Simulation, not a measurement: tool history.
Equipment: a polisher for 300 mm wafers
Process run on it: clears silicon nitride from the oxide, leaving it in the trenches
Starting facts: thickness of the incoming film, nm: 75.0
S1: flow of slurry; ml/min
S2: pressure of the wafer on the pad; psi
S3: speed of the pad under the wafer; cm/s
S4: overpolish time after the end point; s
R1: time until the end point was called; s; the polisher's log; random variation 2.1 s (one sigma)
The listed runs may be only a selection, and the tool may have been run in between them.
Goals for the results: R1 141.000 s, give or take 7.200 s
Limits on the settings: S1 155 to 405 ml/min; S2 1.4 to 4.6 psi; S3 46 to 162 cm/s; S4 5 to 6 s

{"run": 1, "hour": 0.0, "S1": 260, "S2": 3.0, "S3": 104, "S4": 6, "R1": 82.686}
{"run": 2, "hour": 3.8, "S1": 260, "S2": 2.8, "S3": 104, "S4": 6, "R1": 85.863}
{"run": 3, "hour": 8.5, "S1": 260, "S2": 2.8, "S3": 124, "S4": 6, "R1": 72.377}
{"run": 4, "hour": 12.5, "S1": 260, "S2": 3.5, "S3": 124, "S4": 6, "R1": 60.344}
{"run": 5, "hour": 17.6, "S1": 260, "S2": 3.5, "S3": 100, "S4": 6, "R1": 73.143}
{"run": 6, "hour": 20.8, "S1": 260, "S2": 3.5, "S3": 110, "S4": 6, "R1": 65.955}
{"run": 7, "hour": 23.2, "S1": 260, "S2": 3.2, "S3": 108, "S4": 6, "R1": 71.906}
{"run": 8, "hour": 31.9, "S1": 260, "S2": 2.9, "S3": 104, "S4": 6, "R1": 83.666}
{"run": 9, "hour": 38.7, "S1": 260, "S2": 2.7, "S3": 102, "S4": 6, "R1": 93.004}
{"run": 10, "hour": 41.6, "S1": 260, "S2": 2.5, "S3": 102, "S4": 6, "R1": 99.537}
{"run": 11, "hour": 49.0, "S1": 260, "S2": 2.3, "S3": 102, "S4": 6, "R1": 104.42}
{"run": 12, "hour": 50.7, "S1": 260, "S2": 2.2, "S3": 102, "S4": 6, "R1": 107.68}
{"run": 13, "hour": 53.4, "S1": 260, "S2": 2.1, "S3": 102, "S4": 6, "R1": 111.45}
{"run": 14, "hour": 54.8, "S1": 260, "S2": 2.0, "S3": 102, "S4": 6, "R1": 118.21}
{"run": 15, "hour": 62.6, "S1": 260, "S2": 2.0, "S3": 102, "S4": 6, "R1": 115.61}

Which one of the following 4 next-run settings gets every result inside its allowed miss? There is exactly one.
{"run": "A", "hour": 70.4, "S1": 405, "S2": 1.9, "S3": 94, "S4": 5, "R1": "?"}
{"run": "B", "hour": 70.4, "S1": 250, "S2": 1.8, "S3": 92, "S4": 5, "R1": "?"}
{"run": "C", "hour": 70.4, "S1": 215, "S2": 2.0, "S3": 126, "S4": 5, "R1": "?"}
{"run": "D", "hour": 70.4, "S1": 290, "S2": 2.5, "S3": 118, "S4": 6, "R1": "?"}

move=A R1=129.020
move=B R1=143.730
move=C R1=98.553
move=D R1=83.789
A: nearer the targets than the last run, but a result is still out of spec
B: hits every target within its allowed miss
C: the biggest miss grows against the last run
D: the biggest miss grows against the last run
B meets every target.

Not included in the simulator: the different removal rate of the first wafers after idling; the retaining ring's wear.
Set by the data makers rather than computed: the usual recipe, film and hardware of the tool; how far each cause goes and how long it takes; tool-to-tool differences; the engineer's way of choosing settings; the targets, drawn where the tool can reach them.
